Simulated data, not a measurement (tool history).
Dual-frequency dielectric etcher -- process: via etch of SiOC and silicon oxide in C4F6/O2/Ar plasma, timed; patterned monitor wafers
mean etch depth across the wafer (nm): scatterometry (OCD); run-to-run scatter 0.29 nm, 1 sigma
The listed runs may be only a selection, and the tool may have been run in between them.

run,day,source power (W),bias power (W),etch time (s),mean etch depth across the wafer (nm)
1,0,340,183,76,87.738
2,0.312,300,178,76,81.712
3,0.675,350,178,76,87.016
4,0.775,310,176,76,82.331
5,0.958,310,176,76,82.165
# day 1.3: bias power generator calibrated
6,1.3,290,175,76,78.937

The next listed run, before its measurement:
7,1.638,280,175,76,?

{"run 7": {"mean etch depth across the wafer (nm)": 78.229}}
